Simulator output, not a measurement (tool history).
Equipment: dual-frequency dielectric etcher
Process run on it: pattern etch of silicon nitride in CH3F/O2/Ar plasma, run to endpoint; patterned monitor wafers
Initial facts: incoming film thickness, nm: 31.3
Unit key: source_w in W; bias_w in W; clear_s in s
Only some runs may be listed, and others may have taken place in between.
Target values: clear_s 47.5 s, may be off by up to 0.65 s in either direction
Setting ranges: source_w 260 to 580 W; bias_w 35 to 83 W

Run 1, day 0: source_w 420 W, bias_w 59 W. Result: clear_s 51.602 s.
Run 2, day 0.021: source_w 380 W, bias_w 59 W. Result: clear_s 53.455 s.
Run 3, day 0.392: source_w 380 W, bias_w 64 W. Result: clear_s 52.06 s.
Run 4, day 0.696: source_w 400 W, bias_w 64 W. Result: clear_s 50.91 s.
Run 5, day 1.008: source_w 410 W, bias_w 64 W. Result: clear_s 50.689 s.
Run 6, day 1.229: source_w 420 W, bias_w 64 W. Result: clear_s 50.104 s.
Run 7, day 1.521: source_w 430 W, bias_w 64 W. Result: clear_s 49.857 s.
Run 8, day 1.592: source_w 440 W, bias_w 64 W. Result: clear_s 49.438 s.

Next run, 4 choices. One meets every target within its allowed miss, the rest don't. Which?
Run A, day 1.662: source_w 410 W, bias_w 62 W. Result: clear_s ?.
Run B, day 1.662: source_w 490 W, bias_w 58 W. Result: clear_s ?.
Run C, day 1.662: source_w 440 W, bias_w 60 W. Result: clear_s ?.
Run D, day 1.662: source_w 510 W, bias_w 61 W. Result: clear_s ?.

move  clear_s
   A   51.248
   B   48.945
   C   50.436
   D    47.44
A: its largest miss is bigger than the last run's
B: closes in on the targets versus the last run, not all within tolerance yet
C: its largest miss is bigger than the last run's
D: all results in spec
D is the move that brings every result within its allowed miss.
